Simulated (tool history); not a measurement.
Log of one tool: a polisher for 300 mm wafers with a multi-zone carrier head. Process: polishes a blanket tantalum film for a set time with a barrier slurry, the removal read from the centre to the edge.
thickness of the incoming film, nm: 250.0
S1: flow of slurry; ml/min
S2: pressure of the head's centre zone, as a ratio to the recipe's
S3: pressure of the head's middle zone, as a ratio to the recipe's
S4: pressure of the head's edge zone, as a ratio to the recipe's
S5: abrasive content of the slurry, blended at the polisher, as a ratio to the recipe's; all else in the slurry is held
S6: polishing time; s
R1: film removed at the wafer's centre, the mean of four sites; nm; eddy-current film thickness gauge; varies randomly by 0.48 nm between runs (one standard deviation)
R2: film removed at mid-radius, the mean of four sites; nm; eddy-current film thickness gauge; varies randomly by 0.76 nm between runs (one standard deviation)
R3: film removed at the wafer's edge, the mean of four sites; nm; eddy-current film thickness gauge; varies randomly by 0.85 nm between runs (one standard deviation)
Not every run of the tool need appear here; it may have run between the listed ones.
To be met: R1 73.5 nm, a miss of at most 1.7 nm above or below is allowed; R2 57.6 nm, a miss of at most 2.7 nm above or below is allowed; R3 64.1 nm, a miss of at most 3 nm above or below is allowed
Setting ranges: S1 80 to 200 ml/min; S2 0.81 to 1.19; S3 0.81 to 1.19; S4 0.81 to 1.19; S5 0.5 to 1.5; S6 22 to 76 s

{"run": 1, "day": 0.0, "S1": 130, "S2": 1, "S3": 1, "S4": 1, "S5": 1, "S6": 49, "R1": 88.218, "R2": 82.91, "R3": 86.333}
{"run": 2, "day": 0.117, "S1": 125, "S2": 1.01, "S3": 0.98, "S4": 0.98, "S5": 0.95, "S6": 49, "R1": 86.66, "R2": 79.311, "R3": 84.117}
{"run": 3, "day": 0.296, "S1": 125, "S2": 1.01, "S3": 0.98, "S4": 0.92, "S5": 0.95, "S6": 49, "R1": 87.227, "R2": 81.296, "R3": 82.884}
{"run": 4, "day": 0.458, "S1": 110, "S2": 1.01, "S3": 0.98, "S4": 0.92, "S5": 0.95, "S6": 49, "R1": 84.214, "R2": 78.876, "R3": 79.171}
{"run": 5, "day": 0.667, "S1": 90, "S2": 1.01, "S3": 0.98, "S4": 0.92, "S5": 0.95, "S6": 49, "R1": 81.225, "R2": 74.991, "R3": 78.597}
{"run": 6, "day": 0.971, "S1": 120, "S2": 1.01, "S3": 0.98, "S4": 0.92, "S5": 0.95, "S6": 49, "R1": 85.176, "R2": 80.046, "R3": 82.271}
{"run": 7, "day": 1.167, "S1": 120, "S2": 1.01, "S3": 0.98, "S4": 0.92, "S5": 0.95, "S6": 49, "R1": 86.068, "R2": 80.899, "R3": 80.282}
{"run": 8, "day": 1.3, "S1": 115, "S2": 1.02, "S3": 0.96, "S4": 0.91, "S5": 0.9, "S6": 49, "R1": 84.823, "R2": 77.413, "R3": 79.13}
{"run": 9, "day": 1.433, "S1": 110, "S2": 1.03, "S3": 0.94, "S4": 0.91, "S5": 0.85, "S6": 49, "R1": 83.811, "R2": 74.456, "R3": 79.304}
{"run": 10, "day": 1.504, "S1": 140, "S2": 1.1, "S3": 0.87, "S4": 0.82, "S5": 0.6, "S6": 40, "R1": 68.444, "R2": 53.416, "R3": 55.799}
{"run": 11, "day": 1.721, "S1": 145, "S2": 1.1, "S3": 0.87, "S4": 0.84, "S5": 0.6, "S6": 40, "R1": 69.099, "R2": 53.57, "R3": 57.698}
{"run": 12, "day": 1.996, "S1": 150, "S2": 1.1, "S3": 0.87, "S4": 0.85, "S5": 0.6, "S6": 40, "R1": 69.508, "R2": 54.26, "R3": 57.59}
{"run": 13, "day": 2.121, "S1": 155, "S2": 1.1, "S3": 0.87, "S4": 0.87, "S5": 0.6, "S6": 40, "R1": 70.252, "R2": 54.349, "R3": 58.267}
{"run": 14, "day": 2.221, "S1": 155, "S2": 1.1, "S3": 0.87, "S4": 0.87, "S5": 0.6, "S6": 40, "R1": 70.255, "R2": 54.633, "R3": 58.343}
{"run": 15, "day": 2.529, "S1": 155, "S2": 1.1, "S3": 0.87, "S4": 0.89, "S5": 0.6, "S6": 40, "R1": 69.687, "R2": 53.767, "R3": 59.147}

Next run, 4 choices. One meets every target within its allowed miss, the rest don't. Which?
{"run": "A", "day": 2.838, "S1": 180, "S2": 1.17, "S3": 0.99, "S4": 0.81, "S5": 0.7, "S6": 39, "R1": "?", "R2": "?", "R3": "?"}
{"run": "B", "day": 2.838, "S1": 190, "S2": 1.15, "S3": 1.05, "S4": 0.81, "S5": 0.75, "S6": 38, "R1": "?", "R2": "?", "R3": "?"}
{"run": "C", "day": 2.838, "S1": 150, "S2": 1.1, "S3": 0.95, "S4": 0.82, "S5": 0.75, "S6": 42, "R1": "?", "R2": "?", "R3": "?"}
{"run": "D", "day": 2.838, "S1": 110, "S2": 1.1, "S3": 0.88, "S4": 0.9, "S5": 0.75, "S6": 42, "R1": "?", "R2": "?", "R3": "?"}

move=A R1=77.408 R2=63.411 R3=58.385
move=B R1=76.334 R2=66.755 R3=58.307
move=C R1=77.71 R2=65.563 R3=63.281
move=D R1=73.256 R2=58.435 R3=63.476
A: the result that was furthest off in the last run now lies on the other side of its target
B: the result that was furthest off in the last run now lies on the other side of its target
C: the result that was furthest off in the last run now lies on the other side of its target
D: every result lands within tolerance
Move D is the one to make.
